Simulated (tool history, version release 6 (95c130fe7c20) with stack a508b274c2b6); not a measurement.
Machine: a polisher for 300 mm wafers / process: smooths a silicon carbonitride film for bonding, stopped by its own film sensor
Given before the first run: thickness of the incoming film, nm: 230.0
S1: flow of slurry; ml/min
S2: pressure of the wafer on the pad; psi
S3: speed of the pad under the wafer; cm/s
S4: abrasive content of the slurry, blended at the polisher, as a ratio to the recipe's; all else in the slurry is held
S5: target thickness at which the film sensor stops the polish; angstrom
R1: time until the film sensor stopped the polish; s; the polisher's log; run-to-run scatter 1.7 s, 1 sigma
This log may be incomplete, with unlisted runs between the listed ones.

| run | day | S1 | S2 | S3 | S4 | S5 | R1 |
|---|---|---|---|---|---|---|---|
| 1 | 0 | 285 | 2.4 | 78 | 1 | 1960 | 146.88 |
| 2 | 0.258 | 285 | 2.5 | 78 | 1 | 1960 | 144.43 |
| 3 | 0.3 | 285 | 2.5 | 78 | 1 | 1950 | 147.62 |
| 4 | 0.625 | 285 | 2.9 | 78 | 1 | 1950 | 138.84 |
| 5 | 0.883 | 285 | 2.9 | 78 | 1.1 | 1950 | 133.99 |
| 6 | 0.983 | 285 | 3 | 78 | 1.1 | 1950 | 128.99 |
| 7 | 1.175 | 285 | 3.1 | 78 | 1.1 | 1950 | 127.28 |

Run 8, settings as shown, results not yet in. Your forecast:
| 8 | 1.529 | 285 | 3.2 | 78 | 1.1 | 1950 | ? |

Run 8 came out at R1 122.87 s.
